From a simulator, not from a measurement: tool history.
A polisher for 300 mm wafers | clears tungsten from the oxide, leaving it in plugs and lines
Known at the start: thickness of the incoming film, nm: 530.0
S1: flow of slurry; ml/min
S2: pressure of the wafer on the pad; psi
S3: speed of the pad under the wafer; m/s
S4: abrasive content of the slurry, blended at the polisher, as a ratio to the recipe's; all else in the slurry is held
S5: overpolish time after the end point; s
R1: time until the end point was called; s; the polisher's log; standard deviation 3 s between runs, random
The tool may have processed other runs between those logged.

Run 1, hour 0.0: S1 180 ml/min, S2 4.0 psi, S3 0.92 m/s, S4 1.00, S5 32 s. Result: R1 128.08 s.
Run 2, hour 6.2: S1 180 ml/min, S2 3.8 psi, S3 0.92 m/s, S4 1.00, S5 32 s. Result: R1 134.71 s.
Run 3, hour 8.9: S1 180 ml/min, S2 3.6 psi, S3 0.92 m/s, S4 1.00, S5 32 s. Result: R1 142.81 s.
Run 4, hour 13.8: S1 180 ml/min, S2 3.6 psi, S3 0.92 m/s, S4 1.15, S5 32 s. Result: R1 139.05 s.
Run 5, hour 15.6: S1 180 ml/min, S2 3.4 psi, S3 0.92 m/s, S4 1.15, S5 32 s. Result: R1 144.65 s.
Run 6, hour 17.0: S1 180 ml/min, S2 3.4 psi, S3 0.84 m/s, S4 1.15, S5 32 s. Result: R1 156.65 s.

Predict the results of run 7:
Run 7, hour 22.4: S1 180 ml/min, S2 3.3 psi, S3 0.84 m/s, S4 1.15, S5 32 s. Result: R1 ?.

R1: 161.81 s

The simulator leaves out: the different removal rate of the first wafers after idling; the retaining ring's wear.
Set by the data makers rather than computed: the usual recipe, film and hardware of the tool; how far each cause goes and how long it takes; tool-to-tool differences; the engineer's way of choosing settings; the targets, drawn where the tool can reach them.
